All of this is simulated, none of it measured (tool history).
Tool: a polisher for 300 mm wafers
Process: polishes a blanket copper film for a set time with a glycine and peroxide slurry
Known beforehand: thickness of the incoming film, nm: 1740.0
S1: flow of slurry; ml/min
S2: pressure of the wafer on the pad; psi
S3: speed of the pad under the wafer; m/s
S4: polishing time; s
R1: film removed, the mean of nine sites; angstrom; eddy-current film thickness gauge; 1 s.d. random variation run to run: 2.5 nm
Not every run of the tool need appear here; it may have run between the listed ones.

run,hour,S1,S2,S3,S4,R1
1,0.0,280,2.0,1.12,42,2165.1
2,4.2,280,2.0,1.22,42,2299.5
3,5.6,280,2.0,1.22,42,2293.8
4,12.8,285,2.2,1.22,42,2484.9
5,17.5,285,2.4,1.22,42,2642.0
6,22.7,290,2.6,1.22,42,2854.3

The next listed run, before its measurement:
7,28.0,290,2.7,1.22,42,?

{"run 7": {"R1": 2948.3}}
